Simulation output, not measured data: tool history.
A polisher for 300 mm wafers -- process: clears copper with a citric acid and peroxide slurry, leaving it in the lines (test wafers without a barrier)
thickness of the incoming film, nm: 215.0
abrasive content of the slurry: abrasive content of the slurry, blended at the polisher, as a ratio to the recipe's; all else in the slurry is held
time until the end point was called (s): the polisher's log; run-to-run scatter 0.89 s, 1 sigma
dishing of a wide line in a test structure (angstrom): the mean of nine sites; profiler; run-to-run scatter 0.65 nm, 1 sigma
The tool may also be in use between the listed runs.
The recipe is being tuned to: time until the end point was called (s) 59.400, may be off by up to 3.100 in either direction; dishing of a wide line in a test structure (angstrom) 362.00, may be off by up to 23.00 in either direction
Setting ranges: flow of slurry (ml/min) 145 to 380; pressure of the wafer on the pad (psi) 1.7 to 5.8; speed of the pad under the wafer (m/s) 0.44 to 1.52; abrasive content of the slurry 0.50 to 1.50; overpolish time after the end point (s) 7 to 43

| run | day | flow of slurry (ml/min) | pressure of the wafer on the pad (psi) | speed of the pad under the wafer (m/s) | abrasive content of the slurry | overpolish time after the end point (s) | time until the end point was called (s) | dishing of a wide line in a test structure (angstrom) |
|---|---|---|---|---|---|---|---|---|
| 1 | 0.000 | 245 | 3.7 | 0.98 | 1.00 | 22 | 94.436 | 410.88 |
| 2 | 0.046 | 245 | 3.9 | 0.98 | 1.00 | 20 | 89.525 | 396.54 |
| 3 | 0.342 | 245 | 3.9 | 0.98 | 0.85 | 20 | 92.003 | 371.21 |
| 4 | 0.408 | 245 | 4.1 | 0.98 | 0.85 | 19 | 88.638 | 389.48 |
| 5 | 0.762 | 245 | 4.1 | 0.98 | 0.85 | 13 | 87.036 | 278.29 |
| 6 | 1.125 | 245 | 4.1 | 1.12 | 0.85 | 13 | 78.427 | 299.30 |
| 7 | 1.496 | 245 | 4.2 | 1.12 | 0.85 | 13 | 76.692 | 310.74 |
| 8 | 1.633 | 245 | 4.3 | 1.12 | 0.85 | 13 | 74.210 | 314.60 |
| 9 | 1.800 | 245 | 4.3 | 1.12 | 0.85 | 13 | 74.522 | 313.68 |
| 10 | 1.925 | 245 | 5.3 | 1.14 | 0.85 | 11 | 61.564 | 331.50 |

Exercise: of the 5 proposed moves below, exactly one satisfies all targets within the stated allowed misses. Which move is it?
| A | 2.050 | 285 | 5.7 | 1.08 | 0.80 | 12 | ? | ? |
| B | 2.050 | 225 | 5.7 | 0.98 | 0.85 | 11 | ? | ? |
| C | 2.050 | 245 | 4.8 | 1.16 | 0.80 | 11 | ? | ? |
| D | 2.050 | 225 | 5.0 | 1.12 | 0.95 | 15 | ? | ? |
| E | 2.050 | 250 | 5.2 | 1.08 | 0.75 | 12 | ? | ? |

| move | time until the end point was called (s) | dishing of a wide line in a test structure (angstrom) |
|---|---|---|
| A | 59.218 | 362.53 |
| B | 66.300 | 302.23 |
| C | 65.540 | 304.23 |
| D | 64.313 | 409.45 |
| E | 65.915 | 328.28 |
A: every result within its allowed miss
B: its largest miss is bigger than the last run's
C: its largest miss is bigger than the last run's
D: takes the result that was furthest off past its target
E: its largest miss is bigger than the last run's
A is the move that brings every result within its allowed miss.

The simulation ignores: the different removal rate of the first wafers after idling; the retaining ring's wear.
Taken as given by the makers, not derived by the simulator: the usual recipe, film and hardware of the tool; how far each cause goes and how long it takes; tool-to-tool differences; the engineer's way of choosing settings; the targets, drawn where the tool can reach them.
